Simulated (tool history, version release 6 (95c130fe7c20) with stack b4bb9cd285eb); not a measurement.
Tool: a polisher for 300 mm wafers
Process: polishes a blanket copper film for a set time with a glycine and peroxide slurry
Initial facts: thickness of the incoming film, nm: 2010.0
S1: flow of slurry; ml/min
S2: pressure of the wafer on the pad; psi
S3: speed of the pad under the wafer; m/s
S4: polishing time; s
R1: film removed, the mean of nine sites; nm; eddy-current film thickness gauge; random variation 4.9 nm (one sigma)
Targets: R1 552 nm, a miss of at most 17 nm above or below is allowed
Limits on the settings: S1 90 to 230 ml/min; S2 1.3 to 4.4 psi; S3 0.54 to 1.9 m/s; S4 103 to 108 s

run,hour,S1,S2,S3,S4,R1
1,0,150,2.8,1.22,103,623.39
2,7.3,150,2.8,1.5,103,713.69
3,13.4,150,2.8,1.26,103,636.49
4,18.1,150,2.8,1.26,108,656.56
5,19.6,150,2.6,1.26,108,631.34
6,28.3,150,3,1.26,108,710.68
7,36.8,150,2.9,1.26,108,691.66
8,39.8,150,2.8,1.26,108,672.21
9,43.1,150,2.7,1.26,108,646.27
10,49.6,140,2.4,1.26,108,583.24

Next run, 5 choices. One meets every target within its allowed miss, the rest don't. Which?
A,56.1,140,2.5,1.22,108,?
B,56.1,135,2.5,1.18,105,?
C,56.1,145,2.3,1.38,106,?
D,56.1,120,2.3,1.22,106,?
E,56.1,170,2,1.38,103,?

move,R1
A,586.21
B,553.35
C,588.37
D,521.16
E,522.4
A: the biggest miss grows against the last run
B: each result inside its tolerance
C: the biggest miss grows against the last run
D: takes the biggest miss from the last run beyond its target
E: takes the biggest miss from the last run beyond its target
Correct choice: B, which meets every target

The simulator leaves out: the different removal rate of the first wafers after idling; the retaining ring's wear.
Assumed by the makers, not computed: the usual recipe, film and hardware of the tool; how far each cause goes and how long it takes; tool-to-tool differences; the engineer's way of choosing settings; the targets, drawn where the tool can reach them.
